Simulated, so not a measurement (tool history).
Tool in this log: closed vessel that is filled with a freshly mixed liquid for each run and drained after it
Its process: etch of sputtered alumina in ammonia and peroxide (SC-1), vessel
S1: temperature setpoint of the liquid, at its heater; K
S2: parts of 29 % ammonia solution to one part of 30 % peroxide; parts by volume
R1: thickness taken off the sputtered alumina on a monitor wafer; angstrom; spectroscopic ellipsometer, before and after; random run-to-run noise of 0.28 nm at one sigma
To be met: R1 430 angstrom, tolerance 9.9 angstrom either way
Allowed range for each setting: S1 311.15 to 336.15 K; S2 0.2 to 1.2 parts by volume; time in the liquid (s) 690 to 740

run 1 day=0 | S1=320.15 S2=0.8 time_in_the_liquid_(s)=690 | R1=281.3
run 2 day=0.342 | S1=320.15 S2=0.6 time_in_the_liquid_(s)=690 | R1=271.56
run 3 day=0.429 | S1=321.65 S2=0.6 time_in_the_liquid_(s)=690 | R1=296.29
run 4 day=0.646 | S1=318.15 S2=0.6 time_in_the_liquid_(s)=690 | R1=244.22
run 5 day=1.004 | S1=319.65 S2=0.6 time_in_the_liquid_(s)=690 | R1=266.61
run 6 day=1.358 | S1=316.15 S2=0.6 time_in_the_liquid_(s)=690 | R1=214.93
run 7 day=1.575 | S1=318.15 S2=0.6 time_in_the_liquid_(s)=690 | R1=244.76
run 8 day=1.871 | S1=319.65 S2=0.6 time_in_the_liquid_(s)=690 | R1=262.48
run 9 day=2.1 | S1=321.15 S2=0.6 time_in_the_liquid_(s)=690 | R1=290.24

Below are 5 possible settings for the next run. Only one of them brings all results inside the allowed miss of their targets. Which is it?
run A day=2.329 | S1=330.65 S2=0.65 time_in_the_liquid_(s)=705 | R1=?
run B day=2.329 | S1=327.65 S2=0.95 time_in_the_liquid_(s)=695 | R1=?
run C day=2.329 | S1=324.65 S2=0.5 time_in_the_liquid_(s)=730 | R1=?
run D day=2.329 | S1=311.15 S2=0.65 time_in_the_liquid_(s)=690 | R1=?
run E day=2.329 | S1=324.15 S2=0.7 time_in_the_liquid_(s)=690 | R1=?

move=A R1=493.53
move=B R1=430.54
move=C R1=361.98
move=D R1=162.3
move=E R1=343.76
A: takes the biggest miss from the last run beyond its target
B: all results land within tolerance of their targets
C: an improvement on the last run, though not all results are within tolerance
D: the biggest miss grows against the last run
E: an improvement on the last run, though not all results are within tolerance
Correct choice: B, which meets every target
